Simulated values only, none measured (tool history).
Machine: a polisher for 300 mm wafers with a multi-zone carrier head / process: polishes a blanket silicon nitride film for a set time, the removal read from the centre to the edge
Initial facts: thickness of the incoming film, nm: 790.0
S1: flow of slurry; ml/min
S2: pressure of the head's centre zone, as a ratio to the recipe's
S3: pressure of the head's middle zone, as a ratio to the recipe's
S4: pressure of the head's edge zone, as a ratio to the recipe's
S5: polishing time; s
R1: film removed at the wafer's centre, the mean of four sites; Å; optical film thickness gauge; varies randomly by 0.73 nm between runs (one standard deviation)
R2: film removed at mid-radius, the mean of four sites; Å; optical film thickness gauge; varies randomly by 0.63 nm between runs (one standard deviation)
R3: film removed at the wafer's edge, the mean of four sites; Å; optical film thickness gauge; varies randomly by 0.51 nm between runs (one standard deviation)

run,hour,S1,S2,S3,S4,S5,R1,R2,R3
1,0.0,170,1.00,1.00,1.00,72,937.48,932.18,951.22
2,1.9,185,1.00,1.00,1.00,72,949.83,954.93,961.20
3,6.2,185,1.00,1.00,1.00,56,729.98,738.48,747.48
4,8.1,185,1.09,1.00,1.00,56,802.34,743.33,747.08
5,15.9,185,1.09,1.00,1.00,41,599.26,543.57,544.44
6,23.9,145,1.09,1.00,1.00,41,569.41,520.27,533.40

What will run 7 give?
7,30.3,160,1.09,1.02,1.03,42,?,?,?

R1: 587.85 Å
R2: 554.12 Å
R3: 559.61 Å
